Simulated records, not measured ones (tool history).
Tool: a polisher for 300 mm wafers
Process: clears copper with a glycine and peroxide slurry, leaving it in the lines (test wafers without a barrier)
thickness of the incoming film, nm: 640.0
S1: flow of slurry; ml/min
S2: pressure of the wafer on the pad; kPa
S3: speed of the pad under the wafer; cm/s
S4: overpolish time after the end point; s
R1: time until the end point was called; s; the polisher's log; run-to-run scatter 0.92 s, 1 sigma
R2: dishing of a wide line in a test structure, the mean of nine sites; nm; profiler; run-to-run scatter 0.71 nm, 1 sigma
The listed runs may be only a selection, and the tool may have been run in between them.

run  hour   S1    S2   S3  S4      R1      R2
  1     0  230  21.4  128  30  70.758   103.8
  2   5.3  205  17.2  148  23  77.286  82.016
  3   9.1  205  17.2  148  30  77.923  91.981
  4   9.6  205  21.4  148  30  64.916  104.72
  5  18.5  190  18.6  162  23  70.318  90.237
  6  23.8  190  18.6  150  23  72.221  85.253
  7  28.4  190  18.6  150  23  72.766  85.671
  8  30.5  175  16.5  162  18  78.038  70.748

What will run 9 give?
  9  39.4  175  16.5  164  15   ?   ?

R1: 77.065 s
R2: 63.361 nm
